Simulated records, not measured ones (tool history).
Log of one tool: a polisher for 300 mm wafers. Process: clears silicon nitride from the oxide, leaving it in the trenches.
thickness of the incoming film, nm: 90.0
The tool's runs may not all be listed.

| run | hour | flow of slurry (ml/min) | pressure of the wafer on the pad (kPa) | speed of the pad under the wafer (cm/s) | overpolish time after the end point (s) | time until the end point was called (s) |
|---|---|---|---|---|---|---|
| 1 | 0.0 | 205 | 18.6 | 102 | 12 | 90.996 |
| 2 | 9.0 | 205 | 17.2 | 100 | 12 | 97.696 |
| 3 | 9.9 | 205 | 15.9 | 98 | 12 | 108.640 |
| 4 | 18.4 | 205 | 15.9 | 120 | 12 | 88.101 |
| 5 | 26.9 | 155 | 15.9 | 120 | 12 | 92.288 |
| 6 | 32.8 | 125 | 15.9 | 120 | 12 | 97.678 |

The next listed run, before its measurement:
| 7 | 39.7 | 125 | 14.5 | 118 | 12 | ? |

Run 7 gave time until the end point was called (s) 114.110.
